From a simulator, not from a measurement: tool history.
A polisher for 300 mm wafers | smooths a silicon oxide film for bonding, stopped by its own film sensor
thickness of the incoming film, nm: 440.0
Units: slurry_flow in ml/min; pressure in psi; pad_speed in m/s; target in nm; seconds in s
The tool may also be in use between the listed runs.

| run | hour | slurry_flow | pressure | pad_speed | slurry_solids | target | seconds |
|---|---|---|---|---|---|---|---|
| 1 | 0 | 170 | 2.8 | 0.96 | 1 | 312 | 131.41 |
| 2 | 2 | 170 | 3.4 | 0.96 | 1 | 312 | 105.85 |
| 3 | 4.6 | 170 | 3.8 | 0.96 | 1 | 312 | 96.002 |
| 4 | 9.6 | 170 | 3.6 | 0.96 | 1 | 312 | 101.95 |
| 5 | 16.6 | 170 | 3.4 | 0.96 | 1 | 312 | 107.08 |
| 6 | 20.7 | 170 | 3.4 | 0.96 | 1 | 312 | 108.9 |
| 7 | 22.4 | 170 | 3.2 | 0.96 | 1 | 312 | 110.53 |
| 8 | 27.5 | 170 | 3 | 0.96 | 1 | 312 | 122.46 |
| 9 | 29.4 | 170 | 2.9 | 0.96 | 1 | 312 | 125.93 |
| 10 | 33.1 | 170 | 2.8 | 0.96 | 1 | 312 | 125.77 |
| 11 | 35.7 | 170 | 2.7 | 0.96 | 1 | 312 | 133.73 |
| 12 | 42.7 | 170 | 2.6 | 0.96 | 1 | 312 | 134.19 |
| 13 | 48.9 | 170 | 2.5 | 0.96 | 1 | 312 | 140.9 |

The next listed run, before its measurement:
| 14 | 50.5 | 170 | 2.4 | 0.96 | 1 | 312 | ? |

seconds: 150.46 s

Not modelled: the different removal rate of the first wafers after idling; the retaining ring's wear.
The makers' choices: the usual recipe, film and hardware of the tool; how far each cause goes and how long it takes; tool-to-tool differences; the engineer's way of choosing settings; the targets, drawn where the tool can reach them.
